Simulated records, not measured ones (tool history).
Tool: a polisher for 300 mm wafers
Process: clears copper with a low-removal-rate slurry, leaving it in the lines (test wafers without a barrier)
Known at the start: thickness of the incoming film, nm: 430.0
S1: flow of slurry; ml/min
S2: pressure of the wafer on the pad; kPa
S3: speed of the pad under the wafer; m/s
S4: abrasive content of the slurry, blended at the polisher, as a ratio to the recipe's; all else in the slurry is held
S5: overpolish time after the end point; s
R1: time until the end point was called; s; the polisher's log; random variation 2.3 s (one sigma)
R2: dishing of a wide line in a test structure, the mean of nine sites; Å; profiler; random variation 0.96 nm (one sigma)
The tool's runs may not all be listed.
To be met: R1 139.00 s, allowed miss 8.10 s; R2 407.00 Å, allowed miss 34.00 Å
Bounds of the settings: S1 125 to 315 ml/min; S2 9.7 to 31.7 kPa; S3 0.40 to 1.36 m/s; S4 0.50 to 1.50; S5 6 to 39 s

Run 1, hour 0.0: S1 205 ml/min, S2 20.7 kPa, S3 0.88 m/s, S4 1.00, S5 20 s. Result: R1 178.06 s, R2 296.98 Å.
Run 2, hour 4.2: S1 205 ml/min, S2 20.7 kPa, S3 0.88 m/s, S4 1.00, S5 13 s. Result: R1 174.82 s, R2 208.52 Å.
Run 3, hour 12.3: S1 205 ml/min, S2 21.4 kPa, S3 0.88 m/s, S4 1.00, S5 15 s. Result: R1 173.79 s, R2 242.65 Å.
Run 4, hour 14.7: S1 225 ml/min, S2 21.4 kPa, S3 0.88 m/s, S4 1.00, S5 15 s. Result: R1 164.70 s, R2 239.22 Å.
Run 5, hour 17.8: S1 185 ml/min, S2 21.4 kPa, S3 0.88 m/s, S4 1.00, S5 15 s. Result: R1 180.61 s, R2 244.85 Å.
Run 6, hour 24.7: S1 185 ml/min, S2 21.4 kPa, S3 1.04 m/s, S4 1.00, S5 15 s. Result: R1 146.17 s, R2 262.92 Å.
Run 7, hour 27.0: S1 185 ml/min, S2 21.4 kPa, S3 1.04 m/s, S4 1.00, S5 15 s. Result: R1 150.77 s, R2 263.24 Å.
Run 8, hour 27.6: S1 185 ml/min, S2 22.1 kPa, S3 1.04 m/s, S4 1.00, S5 17 s. Result: R1 143.28 s, R2 294.74 Å.
Run 9, hour 32.3: S1 185 ml/min, S2 22.1 kPa, S3 1.04 m/s, S4 1.00, S5 18 s. Result: R1 145.57 s, R2 330.84 Å.
Run 10, hour 34.2: S1 185 ml/min, S2 22.8 kPa, S3 1.04 m/s, S4 1.00, S5 18 s. Result: R1 141.45 s, R2 341.61 Å.
Run 11, hour 38.0: S1 185 ml/min, S2 23.4 kPa, S3 1.02 m/s, S4 1.00, S5 19 s. Result: R1 139.65 s, R2 344.09 Å.

Which of these 5 next moves meets every target?
Run A, hour 41.8: S1 165 ml/min, S2 24.1 kPa, S3 1.06 m/s, S4 0.90, S5 15 s. Result: R1 ?, R2 ?.
Run B, hour 41.8: S1 190 ml/min, S2 22.8 kPa, S3 0.92 m/s, S4 1.10, S5 32 s. Result: R1 ?, R2 ?.
Run C, hour 41.8: S1 200 ml/min, S2 23.4 kPa, S3 1.04 m/s, S4 1.05, S5 17 s. Result: R1 ?, R2 ?.
Run D, hour 41.8: S1 195 ml/min, S2 23.4 kPa, S3 1.04 m/s, S4 0.95, S5 15 s. Result: R1 ?, R2 ?.
Run E, hour 41.8: S1 235 ml/min, S2 25.5 kPa, S3 0.94 m/s, S4 0.85, S5 23 s. Result: R1 ?, R2 ?.

move      R1      R2
   A  138.11  295.59
   B  157.26  452.95
   C  136.02  327.97
   D  139.10  293.66
   E  141.44  395.97
A: further off than the last run
B: takes the result that was furthest off past its target
C: further off than the last run
D: further off than the last run
E: meets every target
Answer: E
